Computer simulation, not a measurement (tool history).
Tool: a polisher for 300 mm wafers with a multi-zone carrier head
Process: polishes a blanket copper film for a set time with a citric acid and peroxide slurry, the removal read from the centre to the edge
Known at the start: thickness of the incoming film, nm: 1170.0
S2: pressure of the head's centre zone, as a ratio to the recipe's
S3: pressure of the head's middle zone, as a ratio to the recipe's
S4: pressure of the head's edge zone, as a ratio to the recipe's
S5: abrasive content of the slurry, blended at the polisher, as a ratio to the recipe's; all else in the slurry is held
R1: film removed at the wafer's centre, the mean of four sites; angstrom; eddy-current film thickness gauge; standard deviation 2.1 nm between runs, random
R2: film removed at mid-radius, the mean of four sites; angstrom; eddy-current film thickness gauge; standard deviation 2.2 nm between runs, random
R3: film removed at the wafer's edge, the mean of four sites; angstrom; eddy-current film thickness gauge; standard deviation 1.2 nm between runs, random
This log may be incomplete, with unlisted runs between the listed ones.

{"run": 1, "hour": 0.0, "flow of slurry (ml/min)": 165, "S2": 1.0, "S3": 1.0, "S4": 1.0, "S5": 1.0, "polishing time (s)": 80, "R1": 1237.9, "R2": 1181.1, "R3": 1236.4}
{"run": 2, "hour": 8.9, "flow of slurry (ml/min)": 165, "S2": 1.0, "S3": 1.0, "S4": 1.0, "S5": 0.9, "polishing time (s)": 80, "R1": 1201.3, "R2": 1191.3, "R3": 1218.6}
{"run": 3, "hour": 13.9, "flow of slurry (ml/min)": 185, "S2": 1.03, "S3": 1.05, "S4": 1.0, "S5": 1.0, "polishing time (s)": 83, "R1": 1331.9, "R2": 1331.0, "R3": 1284.0}
{"run": 4, "hour": 19.4, "flow of slurry (ml/min)": 185, "S2": 1.03, "S3": 1.05, "S4": 1.0, "S5": 1.1, "polishing time (s)": 83, "R1": 1339.8, "R2": 1314.0, "R3": 1303.5}
{"run": 5, "hour": 24.3, "flow of slurry (ml/min)": 195, "S2": 1.07, "S3": 1.08, "S4": 1.01, "S5": 1.15, "polishing time (s)": 86, "R1": 1435.2, "R2": 1462.7, "R3": 1376.0}
{"run": 6, "hour": 33.1, "flow of slurry (ml/min)": 195, "S2": 0.99, "S3": 1.08, "S4": 1.01, "S5": 1.15, "polishing time (s)": 86, "R1": 1379.5, "R2": 1467.6, "R3": 1382.0}
{"run": 7, "hour": 35.7, "flow of slurry (ml/min)": 210, "S2": 1.04, "S3": 1.08, "S4": 0.99, "S5": 1.2, "polishing time (s)": 88, "R1": 1478.9, "R2": 1507.7, "R3": 1421.7}
{"run": 8, "hour": 43.5, "flow of slurry (ml/min)": 220, "S2": 1.08, "S3": 1.08, "S4": 0.97, "S5": 1.25, "polishing time (s)": 90, "R1": 1605.2, "R2": 1596.1, "R3": 1454.4}

What does the tool deliver on the next run?
{"run": 9, "hour": 47.5, "flow of slurry (ml/min)": 250, "S2": 1.18, "S3": 1.09, "S4": 1.06, "S5": 1.45, "polishing time (s)": 91, "R1": "?", "R2": "?", "R3": "?"}

R1: 1797.5 angstrom
R2: 1658.9 angstrom
R3: 1605.3 angstrom

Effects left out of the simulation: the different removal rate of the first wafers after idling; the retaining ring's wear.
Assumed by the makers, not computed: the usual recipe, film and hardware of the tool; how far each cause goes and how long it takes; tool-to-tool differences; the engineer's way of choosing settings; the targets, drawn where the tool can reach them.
